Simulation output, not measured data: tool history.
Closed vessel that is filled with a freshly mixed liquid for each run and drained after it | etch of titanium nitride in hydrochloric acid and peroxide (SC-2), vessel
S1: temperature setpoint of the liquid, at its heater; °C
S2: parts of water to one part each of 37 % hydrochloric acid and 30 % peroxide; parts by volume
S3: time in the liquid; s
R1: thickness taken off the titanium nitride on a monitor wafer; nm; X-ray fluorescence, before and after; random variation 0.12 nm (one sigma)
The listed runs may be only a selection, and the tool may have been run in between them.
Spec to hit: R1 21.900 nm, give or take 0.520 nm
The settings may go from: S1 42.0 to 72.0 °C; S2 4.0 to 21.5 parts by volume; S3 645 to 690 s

| run | hour | S1 | S2 | S3 | R1 |
|---|---|---|---|---|---|
| 1 | 0.0 | 58.0 | 12.0 | 645 | 11.752 |
| 2 | 8.0 | 59.0 | 12.0 | 645 | 12.559 |
| 3 | 17.2 | 59.0 | 12.0 | 690 | 13.350 |
| 4 | 22.9 | 59.0 | 12.0 | 690 | 13.357 |
| 5 | 26.0 | 59.0 | 12.0 | 645 | 12.503 |
| 6 | 35.3 | 60.0 | 12.0 | 645 | 13.308 |
| 7 | 39.4 | 61.0 | 12.0 | 645 | 14.143 |
| 8 | 42.5 | 61.5 | 12.0 | 645 | 14.529 |
| 9 | 49.9 | 62.0 | 12.0 | 645 | 15.017 |
| 10 | 56.6 | 69.0 | 12.0 | 645 | 23.025 |

Next run, 5 choices. One meets every target within its allowed miss, the rest don't. Which?
| A | 63.3 | 67.5 | 10.5 | 655 | ? |
| B | 63.3 | 61.0 | 7.5 | 645 | ? |
| C | 63.3 | 67.0 | 11.5 | 690 | ? |
| D | 63.3 | 63.5 | 8.5 | 645 | ? |
| E | 63.3 | 66.0 | 9.5 | 645 | ? |

| move | R1 |
|---|---|
| A | 24.080 |
| B | 20.965 |
| C | 22.792 |
| D | 22.142 |
| E | 23.546 |
A: further off than the last run
B: carries the result that was furthest off beyond its target, to the other side
C: moves toward the targets from the last run without getting all of them in spec
D: all results in spec
E: further off than the last run
Answer: D

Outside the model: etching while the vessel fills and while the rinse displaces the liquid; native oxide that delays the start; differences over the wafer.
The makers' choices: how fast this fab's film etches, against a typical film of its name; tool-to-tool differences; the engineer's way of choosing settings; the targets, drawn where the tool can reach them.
